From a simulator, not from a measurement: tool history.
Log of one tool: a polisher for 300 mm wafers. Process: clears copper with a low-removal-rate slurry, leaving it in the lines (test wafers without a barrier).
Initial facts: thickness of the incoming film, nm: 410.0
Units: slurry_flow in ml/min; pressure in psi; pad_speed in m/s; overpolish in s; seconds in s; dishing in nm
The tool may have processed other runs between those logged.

run    day  slurry_flow  pressure  pad_speed  slurry_solids  overpolish  seconds  dishing
  1      0          305       2.2       1.18              1          11   159.46   16.853
  2  0.104          305       2.2       1.18              1           6   160.98   10.281
  3  0.446          305       2.3        1.2              1           7   153.89   12.418
  4  0.642          305       2.3        1.2              1          10   158.07    16.74
  5  0.733          305       2.5        1.2              1          10   151.32   17.296
  6  0.792          305       2.1        1.2              1          10   167.33   15.745
  7  1.046          305       2.3       1.22              1          10   153.67   17.267
  8  1.371          305       2.5       1.22              1          10   147.01   17.797

Estimate the outcome of run 9 from the log above:
  9  1.562          305       2.6       1.22              1          10        ?        ?

Run 9 came out at seconds 143.59 s, dishing 18.196 nm.
